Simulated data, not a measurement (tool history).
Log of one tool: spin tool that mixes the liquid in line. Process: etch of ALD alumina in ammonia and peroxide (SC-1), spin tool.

run	day	temperature setpoint of the liquid (°C)	parts of 29 % ammonia solution to one part of 30 % peroxide (parts by volume)	time under the liquid (s)	thickness taken off the ALD alumina on a monitor wafer (Å)
1	0	51	0.6	95	39.629
2	0.175	48.5	0.6	95	34.868
3	0.225	44.5	0.6	95	27.823
4	0.579	44.5	0.6	70	20.624
5	0.871	45	0.6	70	20.811
# day 1.117: ammonia flow meter replaced
6	1.117	45.5	0.6	70	21.73
7	1.367	46	0.6	70	22.817

Run 8 comes next. What will it give?
8	1.404	46.5	0.6	70	?

thickness taken off the ALD alumina on a monitor wafer (Å): 23.37
